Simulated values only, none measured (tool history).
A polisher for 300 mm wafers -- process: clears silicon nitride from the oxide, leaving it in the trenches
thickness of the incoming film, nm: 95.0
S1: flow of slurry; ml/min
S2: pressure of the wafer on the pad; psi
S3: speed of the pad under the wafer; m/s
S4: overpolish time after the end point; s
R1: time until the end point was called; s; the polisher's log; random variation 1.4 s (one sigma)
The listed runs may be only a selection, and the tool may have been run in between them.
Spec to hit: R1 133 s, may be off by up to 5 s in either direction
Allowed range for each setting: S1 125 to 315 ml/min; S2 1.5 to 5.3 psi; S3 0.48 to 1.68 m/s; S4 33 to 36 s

run,hour,S1,S2,S3,S4,R1
1,0,205,3.4,1.08,33,76.755
2,6.3,205,3.4,1.32,33,62.237
3,15,205,2.8,1.32,33,74.359
4,18.9,225,2.8,1.32,33,71.863
5,26.5,225,2.8,1.16,33,82.686
6,32,220,2.6,1.14,33,88.332
7,37.9,215,2.4,1.12,33,95.76
8,43.9,210,2.2,1.1,33,105.87
9,45.6,200,2.1,1.1,33,108.61
10,48.9,195,2,1.1,33,115.16
11,52.7,185,2,1.1,33,114.91
12,59.5,180,1.9,1.1,33,118.5
13,63.6,175,1.8,1.1,33,124.06
14,64.6,170,1.8,1.1,33,124.44
15,67.7,165,1.5,1.1,33,140.88
16,69.3,170,1.5,1.1,33,138.96
17,73.3,175,1.5,1.1,33,140.78

Consider the 4 candidate settings below. Which is the only one whose results all fall within their allowed miss of target?
A,77.3,195,1.6,0.98,33,?
B,77.3,165,1.5,1.12,36,?
C,77.3,210,1.8,1.02,36,?
D,77.3,165,1.6,1,35,?

move,R1
A,151.93
B,142.79
C,133.33
D,152.52
A: lands further from the targets than the last run did
B: lands further from the targets than the last run did
C: every result lands within tolerance
D: lands further from the targets than the last run did
The right move is C.
